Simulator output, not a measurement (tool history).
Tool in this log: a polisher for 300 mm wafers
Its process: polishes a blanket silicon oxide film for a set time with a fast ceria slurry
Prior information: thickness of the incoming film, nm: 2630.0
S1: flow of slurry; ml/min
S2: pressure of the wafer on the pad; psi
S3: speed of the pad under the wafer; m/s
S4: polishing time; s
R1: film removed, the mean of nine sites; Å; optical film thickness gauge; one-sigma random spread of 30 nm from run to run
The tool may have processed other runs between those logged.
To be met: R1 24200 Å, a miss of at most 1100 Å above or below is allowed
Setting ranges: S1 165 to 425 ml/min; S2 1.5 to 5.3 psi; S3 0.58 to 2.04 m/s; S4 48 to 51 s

{"run": 1, "hour": 0.0, "S1": 275, "S2": 3.4, "S3": 1.3, "S4": 48, "R1": 11879}
{"run": 2, "hour": 2.2, "S1": 245, "S2": 3.4, "S3": 1.3, "S4": 48, "R1": 11953}
{"run": 3, "hour": 7.6, "S1": 245, "S2": 3.4, "S3": 1.3, "S4": 48, "R1": 11721}
{"run": 4, "hour": 15.7, "S1": 245, "S2": 3.8, "S3": 1.34, "S4": 48, "R1": 13675}
{"run": 5, "hour": 24.6, "S1": 245, "S2": 4.1, "S3": 1.38, "S4": 48, "R1": 15165}
{"run": 6, "hour": 32.9, "S1": 275, "S2": 4.1, "S3": 1.38, "S4": 48, "R1": 15415}
{"run": 7, "hour": 41.9, "S1": 275, "S2": 4.3, "S3": 1.42, "S4": 48, "R1": 16866}
{"run": 8, "hour": 47.9, "S1": 275, "S2": 4.5, "S3": 1.44, "S4": 48, "R1": 17172}

Exactly one of the 5 candidate moves below puts every result within its allowed miss. Which one?
{"run": "A", "hour": 53.9, "S1": 270, "S2": 3.4, "S3": 1.02, "S4": 48, "R1": "?"}
{"run": "B", "hour": 53.9, "S1": 360, "S2": 5.2, "S3": 1.86, "S4": 50, "R1": "?"}
{"run": "C", "hour": 53.9, "S1": 240, "S2": 5.3, "S3": 1.64, "S4": 50, "R1": "?"}
{"run": "D", "hour": 53.9, "S1": 210, "S2": 4.1, "S3": 1.04, "S4": 51, "R1": "?"}
{"run": "E", "hour": 53.9, "S1": 255, "S2": 5, "S3": 1.92, "S4": 51, "R1": "?"}

move=A R1=9809.2
move=B R1=28469
move=C R1=24630
move=D R1=12340
move=E R1=27885
A: its largest miss is bigger than the last run's
B: takes the biggest miss from the last run beyond its target
C: every result within its allowed miss
D: its largest miss is bigger than the last run's
E: takes the biggest miss from the last run beyond its target
The right move is C.

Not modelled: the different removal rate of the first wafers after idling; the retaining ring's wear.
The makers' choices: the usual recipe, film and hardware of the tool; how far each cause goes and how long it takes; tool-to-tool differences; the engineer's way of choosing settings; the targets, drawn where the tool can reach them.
